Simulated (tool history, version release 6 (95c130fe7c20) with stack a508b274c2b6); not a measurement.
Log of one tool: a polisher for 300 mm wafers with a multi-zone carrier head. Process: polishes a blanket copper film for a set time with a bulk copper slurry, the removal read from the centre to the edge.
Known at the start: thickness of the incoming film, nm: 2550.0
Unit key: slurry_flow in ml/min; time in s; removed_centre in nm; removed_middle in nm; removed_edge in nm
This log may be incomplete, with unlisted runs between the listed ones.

run,hour,slurry_flow,centre_zone,middle_zone,edge_zone,slurry_solids,time,removed_centre,removed_middle,removed_edge
1,0,150,1,1,1,1,86,578.02,577.47,576.98
2,1.9,155,1,1,1.03,1.1,88,602.04,623.62,618.91
3,6.1,160,1.02,0.99,1.06,1.2,89,674.91,643.12,654
4,7.9,165,1.01,0.99,1.08,1.25,90,684.36,653.96,671.94
5,14,165,1,0.99,1.1,1.3,92,689.16,678.85,704.44
6,20.4,165,1.06,0.99,1.1,1.3,92,732.43,678.46,696.71
7,22.4,170,1.04,0.99,1.12,1.35,93,728.09,681.82,729.83
8,29.3,175,1.04,1,1.13,1.4,94,757.66,722.27,735.84

Predict the results of run 9:
9,38.2,175,1.03,1,1.14,1.4,95,?,?,?

{"run 9": {"removed_centre": 756.01, "removed_middle": 727.53, "removed_edge": 765.41}}
